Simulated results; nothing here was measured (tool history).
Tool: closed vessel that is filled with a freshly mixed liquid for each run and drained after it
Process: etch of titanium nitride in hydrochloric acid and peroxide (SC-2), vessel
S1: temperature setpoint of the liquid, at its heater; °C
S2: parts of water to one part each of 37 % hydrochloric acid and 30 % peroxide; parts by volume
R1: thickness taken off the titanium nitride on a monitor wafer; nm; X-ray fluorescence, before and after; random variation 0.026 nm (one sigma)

Run 1, day 0.000: S1 49.0 °C, S2 8.5 parts by volume, time in the liquid (s) 165. Result: R1 8.8767 nm.
Run 2, day 0.383: S1 48.5 °C, S2 8.5 parts by volume, time in the liquid (s) 165. Result: R1 8.5174 nm.
Run 3, day 0.583: S1 53.5 °C, S2 8.5 parts by volume, time in the liquid (s) 165. Result: R1 11.8280 nm.
Run 4, day 0.754: S1 52.5 °C, S2 8.5 parts by volume, time in the liquid (s) 165. Result: R1 11.1270 nm.
Run 5, day 0.950: S1 57.0 °C, S2 8.5 parts by volume, time in the liquid (s) 165. Result: R1 14.8610 nm.
Run 6, day 1.012: S1 62.0 °C, S2 8.5 parts by volume, time in the liquid (s) 165. Result: R1 20.2490 nm.
Run 7, day 1.225: S1 60.5 °C, S2 8.5 parts by volume, time in the liquid (s) 165. Result: R1 18.5620 nm.
Run 8, day 1.346: S1 59.0 °C, S2 8.5 parts by volume, time in the liquid (s) 165. Result: R1 16.8350 nm.
Run 9, day 1.633: S1 57.5 °C, S2 8.5 parts by volume, time in the liquid (s) 165. Result: R1 15.3570 nm.
Run 10, day 1.992: S1 49.5 °C, S2 8.5 parts by volume, time in the liquid (s) 165. Result: R1 9.0585 nm.
Run 11, day 2.062: S1 49.0 °C, S2 8.5 parts by volume, time in the liquid (s) 165. Result: R1 8.8190 nm.
Run 12, day 2.325: S1 48.5 °C, S2 8.5 parts by volume, time in the liquid (s) 165. Result: R1 8.4849 nm.

Forecast run 13:
Run 13, day 2.579: S1 46.0 °C, S2 8.5 parts by volume, time in the liquid (s) 165. Result: R1 ?.

Run 13 gave R1 7.2103 nm.

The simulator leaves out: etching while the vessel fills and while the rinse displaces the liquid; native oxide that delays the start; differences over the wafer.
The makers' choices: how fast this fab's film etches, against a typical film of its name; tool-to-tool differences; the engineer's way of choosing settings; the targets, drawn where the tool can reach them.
